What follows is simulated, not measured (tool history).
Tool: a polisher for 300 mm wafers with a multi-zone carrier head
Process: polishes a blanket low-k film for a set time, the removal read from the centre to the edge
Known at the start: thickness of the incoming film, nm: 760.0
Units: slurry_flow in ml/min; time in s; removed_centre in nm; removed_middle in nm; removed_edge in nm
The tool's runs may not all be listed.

run  hour  slurry_flow  centre_zone  middle_zone  edge_zone  slurry_solids  time  removed_centre  removed_middle  removed_edge
  1   0.0          265         1.00         1.00       1.00           1.00    35          11.928          11.655        11.751
  2   6.4          265         1.00         1.00       1.00           1.00    42          14.270          13.901        14.218
  3   9.7          285         1.05         1.01       1.05           1.05    42          15.513          14.183        15.037
  4  13.0          305         1.09         1.04       1.08           1.10    42          16.383          14.890        15.412
  5  19.0          305         1.09         1.04       1.08           0.95    42          15.361          14.198        14.703
  6  24.8          320         1.12         1.05       1.10           1.00    42          16.318          14.666        15.058
  7  31.2          320         1.12         1.05       1.10           1.00    42          16.283          14.534        14.939

Forecast run 8:
  8  36.8          325         1.14         1.05       1.12           1.05    42               ?               ?             ?

removed_centre: 16.840 nm
removed_middle: 14.880 nm
removed_edge: 15.369 nm

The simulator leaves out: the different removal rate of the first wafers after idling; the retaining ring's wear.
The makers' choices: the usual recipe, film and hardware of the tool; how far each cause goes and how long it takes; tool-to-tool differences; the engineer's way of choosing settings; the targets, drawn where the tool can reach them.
